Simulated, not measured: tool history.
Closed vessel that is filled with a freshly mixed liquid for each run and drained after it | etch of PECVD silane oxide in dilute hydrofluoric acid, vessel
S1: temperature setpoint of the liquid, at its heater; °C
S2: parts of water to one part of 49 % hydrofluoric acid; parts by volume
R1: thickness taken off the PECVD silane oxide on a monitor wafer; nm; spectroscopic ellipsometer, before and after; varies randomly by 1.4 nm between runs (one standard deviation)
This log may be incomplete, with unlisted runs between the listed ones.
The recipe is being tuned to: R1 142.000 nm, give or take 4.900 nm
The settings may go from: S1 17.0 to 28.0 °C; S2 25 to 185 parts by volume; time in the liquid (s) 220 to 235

Run 1, day 0.000: S1 20.0 °C, S2 105 parts by volume, time in the liquid (s) 220. Result: R1 59.722 nm.
Run 2, day 0.283: S1 20.0 °C, S2 85 parts by volume, time in the liquid (s) 220. Result: R1 75.902 nm.
Run 3, day 0.433: S1 22.0 °C, S2 75 parts by volume, time in the liquid (s) 220. Result: R1 94.937 nm.
Run 4, day 0.512: S1 23.5 °C, S2 75 parts by volume, time in the liquid (s) 220. Result: R1 97.743 nm.
Run 5, day 0.833: S1 23.5 °C, S2 90 parts by volume, time in the liquid (s) 220. Result: R1 82.680 nm.
Run 6, day 1.150: S1 24.5 °C, S2 80 parts by volume, time in the liquid (s) 220. Result: R1 97.017 nm.
Run 7, day 1.421: S1 25.5 °C, S2 75 parts by volume, time in the liquid (s) 220. Result: R1 109.350 nm.
Run 8, day 1.788: S1 26.0 °C, S2 70 parts by volume, time in the liquid (s) 220. Result: R1 117.960 nm.
Run 9, day 2.083: S1 26.5 °C, S2 65 parts by volume, time in the liquid (s) 220. Result: R1 129.880 nm.
Run 10, day 2.408: S1 27.0 °C, S2 65 parts by volume, time in the liquid (s) 220. Result: R1 135.380 nm.
Run 11, day 2.700: S1 27.5 °C, S2 65 parts by volume, time in the liquid (s) 220. Result: R1 138.170 nm.

Which one of the following 4 next-run settings gets every result inside its allowed miss? There is exactly one.
Run A, day 2.992: S1 26.5 °C, S2 60 parts by volume, time in the liquid (s) 220. Result: R1 ?.
Run B, day 2.992: S1 27.0 °C, S2 65 parts by volume, time in the liquid (s) 220. Result: R1 ?.
Run C, day 2.992: S1 27.5 °C, S2 70 parts by volume, time in the liquid (s) 220. Result: R1 ?.
Run D, day 2.992: S1 28.0 °C, S2 70 parts by volume, time in the liquid (s) 225. Result: R1 ?.

move       R1
   A  143.920
   B  134.580
   C  126.580
   D  132.020
A: all results in spec
B: the biggest miss grows against the last run
C: the biggest miss grows against the last run
D: the biggest miss grows against the last run
The move that meets every target is A.

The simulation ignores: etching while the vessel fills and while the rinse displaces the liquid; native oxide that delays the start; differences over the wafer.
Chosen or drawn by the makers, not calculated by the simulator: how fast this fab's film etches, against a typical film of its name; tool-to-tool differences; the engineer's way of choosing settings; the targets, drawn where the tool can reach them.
